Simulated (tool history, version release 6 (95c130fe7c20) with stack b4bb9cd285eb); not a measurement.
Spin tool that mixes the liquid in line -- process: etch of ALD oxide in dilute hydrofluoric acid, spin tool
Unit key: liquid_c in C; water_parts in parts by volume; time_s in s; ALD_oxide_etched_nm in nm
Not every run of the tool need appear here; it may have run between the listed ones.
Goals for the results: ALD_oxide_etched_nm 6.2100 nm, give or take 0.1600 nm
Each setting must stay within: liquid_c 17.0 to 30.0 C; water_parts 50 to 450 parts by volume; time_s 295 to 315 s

| run | day | liquid_c | water_parts | time_s | ALD_oxide_etched_nm |
|---|---|---|---|---|---|
| 1 | 0.000 | 22.0 | 250 | 295 | 10.1540 |
| 2 | 0.258 | 20.5 | 270 | 295 | 8.7811 |
| 3 | 0.296 | 22.0 | 270 | 295 | 9.1947 |
| 4 | 0.450 | 22.0 | 270 | 295 | 9.1601 |
| 5 | 0.721 | 20.5 | 285 | 295 | 8.0693 |
| 6 | 1.075 | 19.5 | 295 | 295 | 7.6586 |
| 7 | 1.308 | 19.0 | 305 | 295 | 7.1830 |
| 8 | 1.538 | 18.5 | 310 | 295 | 6.9035 |
| 9 | 1.842 | 18.0 | 315 | 295 | 6.5655 |

Exercise: of the 5 proposed moves below, exactly one satisfies all targets within the stated allowed misses. Which move is it?
| A | 2.146 | 20.0 | 355 | 300 | ? |
| B | 2.146 | 18.5 | 360 | 300 | ? |
| C | 2.146 | 17.0 | 320 | 315 | ? |
| D | 2.146 | 20.5 | 365 | 295 | ? |
| E | 2.146 | 17.0 | 330 | 295 | ? |

| move | ALD_oxide_etched_nm |
|---|---|
| A | 6.1447 |
| B | 5.7271 |
| C | 6.6395 |
| D | 5.9243 |
| E | 5.9776 |
A: hits every target within its allowed miss
B: takes the biggest miss from the last run beyond its target
C: misses by more than the last run did
D: takes the biggest miss from the last run beyond its target
E: takes the biggest miss from the last run beyond its target
A meets every target.
